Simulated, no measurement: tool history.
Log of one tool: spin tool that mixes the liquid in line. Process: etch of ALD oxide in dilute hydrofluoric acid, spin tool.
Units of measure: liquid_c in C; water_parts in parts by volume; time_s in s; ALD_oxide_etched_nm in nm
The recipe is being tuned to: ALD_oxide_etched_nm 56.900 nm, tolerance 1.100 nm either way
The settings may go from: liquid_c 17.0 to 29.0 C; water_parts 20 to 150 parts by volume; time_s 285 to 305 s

run	hour	liquid_c	water_parts	time_s	ALD_oxide_etched_nm
1	0.0	21.0	85	285	31.250
2	8.4	21.0	100	285	26.125
3	16.5	21.0	130	285	19.324
4	21.9	21.0	150	285	16.316
5	24.1	23.5	120	285	23.521
6	31.6	27.0	120	285	27.014
7	37.5	27.5	100	285	33.909
8	43.3	29.0	70	285	53.616

Which one of the following 5 next-run settings gets every result inside its allowed miss? There is exactly one.
A	49.1	27.0	65	290	?
B	49.1	29.0	75	305	?
C	49.1	26.5	60	285	?
D	49.1	27.5	65	285	?
E	49.1	29.0	65	300	?

move	ALD_oxide_etched_nm
A	54.445
B	52.915
C	57.219
D	54.576
E	60.933
A: closer than the last run, but not yet in spec
B: further off than the last run
C: hits every target within its allowed miss
D: closer than the last run, but not yet in spec
E: moves the result that the last run missed by most past its target, out the other side
The move that meets every target is C.
